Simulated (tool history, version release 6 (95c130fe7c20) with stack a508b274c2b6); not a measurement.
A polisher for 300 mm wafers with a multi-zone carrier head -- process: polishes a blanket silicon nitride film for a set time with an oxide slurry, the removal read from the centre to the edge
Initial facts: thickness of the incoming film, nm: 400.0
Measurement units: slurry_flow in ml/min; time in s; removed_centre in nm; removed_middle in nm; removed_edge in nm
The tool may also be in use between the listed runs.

| run | hour | slurry_flow | centre_zone | middle_zone | edge_zone | slurry_solids | time | removed_centre | removed_middle | removed_edge |
|---|---|---|---|---|---|---|---|---|---|---|
| 1 | 0 | 120 | 1 | 1 | 1 | 1 | 90 | 68.81 | 69.424 | 67.193 |
| 2 | 3.5 | 145 | 1 | 1 | 1 | 1 | 90 | 70.983 | 71.475 | 67.979 |
| 3 | 4.2 | 145 | 1 | 1 | 1 | 1 | 112 | 88.308 | 88.632 | 84.654 |
| 4 | 7.4 | 145 | 1 | 1 | 1 | 1 | 98 | 75.888 | 78.203 | 75.095 |
| 5 | 11.3 | 150 | 1.06 | 1.04 | 1.03 | 1.05 | 98 | 84.658 | 83.724 | 79.172 |
| 6 | 12.5 | 155 | 1.1 | 1.07 | 1.05 | 1.05 | 98 | 85.415 | 85.453 | 79.752 |

Run 7, settings as shown, results not yet in. Your forecast:
| 7 | 16.7 | 160 | 1.13 | 1.08 | 1.05 | 1.1 | 98 | ? | ? | ? |

{"run 7": {"removed_centre": 94.514, "removed_middle": 88.761, "removed_edge": 82.698}}
